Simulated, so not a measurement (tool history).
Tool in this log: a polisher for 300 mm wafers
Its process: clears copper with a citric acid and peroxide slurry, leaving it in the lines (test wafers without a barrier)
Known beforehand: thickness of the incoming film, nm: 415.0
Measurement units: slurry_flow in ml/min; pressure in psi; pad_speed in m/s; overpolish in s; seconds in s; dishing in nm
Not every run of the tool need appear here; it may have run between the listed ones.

run	day	slurry_flow	pressure	pad_speed	slurry_solids	overpolish	seconds	dishing
1	0	180	3.9	0.88	1	11	170.47	16.628
2	0.338	180	3.9	0.9	1	10	168.04	14.838
3	0.462	165	3.9	0.9	1	10	172.23	15.332
4	0.675	185	3.9	0.92	1	9	163.81	14.164
5	0.925	185	3.9	0.92	1.15	9	160.39	14.634
6	1.129	200	3.9	0.94	1.05	8	159.71	13.325
7	1.483	215	4	0.96	0.95	7	152.99	11.855
8	1.75	265	4.7	1.02	0.7	3	131.79	6.4613

What does the tool deliver on the next run?
9	1.9	265	4.8	1.02	0.7	3	?	?

seconds: 128.37 s
dishing: 6.8019 nm
